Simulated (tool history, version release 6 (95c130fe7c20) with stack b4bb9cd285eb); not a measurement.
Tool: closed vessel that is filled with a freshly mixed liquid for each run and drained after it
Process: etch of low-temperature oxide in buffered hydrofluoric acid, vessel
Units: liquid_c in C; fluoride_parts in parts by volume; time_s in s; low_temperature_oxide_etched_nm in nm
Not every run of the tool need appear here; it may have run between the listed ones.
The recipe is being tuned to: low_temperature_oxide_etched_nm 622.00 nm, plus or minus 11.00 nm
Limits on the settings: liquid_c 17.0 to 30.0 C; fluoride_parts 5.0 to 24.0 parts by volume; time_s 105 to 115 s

| run | hour | liquid_c | fluoride_parts | time_s | low_temperature_oxide_etched_nm |
|---|---|---|---|---|---|
| 1 | 0.0 | 22.0 | 14.5 | 105 | 281.66 |
| 2 | 8.5 | 22.0 | 14.5 | 105 | 282.74 |
| 3 | 10.9 | 22.0 | 14.5 | 105 | 280.75 |
| 4 | 12.9 | 24.0 | 13.0 | 105 | 348.09 |
| 5 | 16.6 | 24.0 | 13.0 | 115 | 383.51 |
| 6 | 21.3 | 24.0 | 11.0 | 115 | 453.11 |
| 7 | 23.9 | 25.5 | 11.0 | 115 | 490.28 |
| 8 | 28.2 | 26.5 | 11.0 | 115 | 517.34 |
| 9 | 29.2 | 27.5 | 11.0 | 115 | 546.88 |
| 10 | 30.2 | 28.0 | 11.0 | 115 | 560.33 |
| 11 | 36.3 | 28.0 | 11.0 | 115 | 559.79 |
| 12 | 39.3 | 28.5 | 11.0 | 115 | 574.97 |

Below are 5 possible settings for the next run. Only one of them brings all results inside the allowed miss of their targets. Which is it?
| A | 42.3 | 26.5 | 8.5 | 115 | ? |
| B | 42.3 | 27.0 | 9.0 | 110 | ? |
| C | 42.3 | 30.0 | 10.5 | 115 | ? |
| D | 42.3 | 30.0 | 11.5 | 115 | ? |
| E | 42.3 | 28.5 | 9.5 | 110 | ? |

| move | low_temperature_oxide_etched_nm |
|---|---|
| A | 643.13 |
| B | 593.85 |
| C | 649.58 |
| D | 594.53 |
| E | 621.72 |
A: pushes the last run's worst result past its target
B: closer than the last run, but not yet in spec
C: pushes the last run's worst result past its target
D: closer than the last run, but not yet in spec
E: in spec on every target
Answer: E
